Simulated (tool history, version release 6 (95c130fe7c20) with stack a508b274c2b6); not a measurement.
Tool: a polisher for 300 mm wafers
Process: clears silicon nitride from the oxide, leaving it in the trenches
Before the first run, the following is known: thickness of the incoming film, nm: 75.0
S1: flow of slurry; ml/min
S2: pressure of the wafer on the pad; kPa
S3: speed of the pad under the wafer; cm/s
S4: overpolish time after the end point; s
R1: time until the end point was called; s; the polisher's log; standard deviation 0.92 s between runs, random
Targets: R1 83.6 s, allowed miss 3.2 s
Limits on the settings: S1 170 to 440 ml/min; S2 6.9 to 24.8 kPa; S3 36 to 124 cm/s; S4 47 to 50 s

run 1 hour=0 | S1=280 S2=15.9 S3=80 S4=47 | R1=109.95
run 2 hour=1.1 | S1=280 S2=15.9 S3=70 S4=47 | R1=124.78
run 3 hour=5.3 | S1=280 S2=15.9 S3=70 S4=47 | R1=127.06
run 4 hour=11.7 | S1=225 S2=15.9 S3=70 S4=47 | R1=131.08
run 5 hour=15.4 | S1=235 S2=16.5 S3=70 S4=47 | R1=123.91
run 6 hour=20.2 | S1=235 S2=14.5 S3=70 S4=47 | R1=142.46
run 7 hour=22.1 | S1=240 S2=15.2 S3=70 S4=47 | R1=136.14
run 8 hour=24.7 | S1=250 S2=15.9 S3=70 S4=47 | R1=125.94
run 9 hour=29.6 | S1=255 S2=16.5 S3=70 S4=47 | R1=123.22
run 10 hour=32.5 | S1=260 S2=17.2 S3=70 S4=47 | R1=117.32
run 11 hour=40.4 | S1=265 S2=17.9 S3=70 S4=47 | R1=115.02
run 12 hour=45.5 | S1=265 S2=22.1 S3=72 S4=47 | R1=90.191
run 13 hour=47.9 | S1=270 S2=22.1 S3=72 S4=47 | R1=89.693
run 14 hour=53.9 | S1=275 S2=22.1 S3=72 S4=47 | R1=89.04

4 next moves are on the table. One of them brings every result within its allowed miss. Which?
run A hour=59.9 | S1=285 S2=22.1 S3=68 S4=50 | R1=?
run B hour=59.9 | S1=255 S2=21.4 S3=70 S4=47 | R1=?
run C hour=59.9 | S1=245 S2=20.7 S3=72 S4=47 | R1=?
run D hour=59.9 | S1=220 S2=19.3 S3=90 S4=50 | R1=?

move=A R1=96.164
move=B R1=97.623
move=C R1=98.557
move=D R1=86.08
A: its largest miss is bigger than the last run's
B: its largest miss is bigger than the last run's
C: its largest miss is bigger than the last run's
D: in spec on every target
So the answer is move D, the one that meets all the targets.
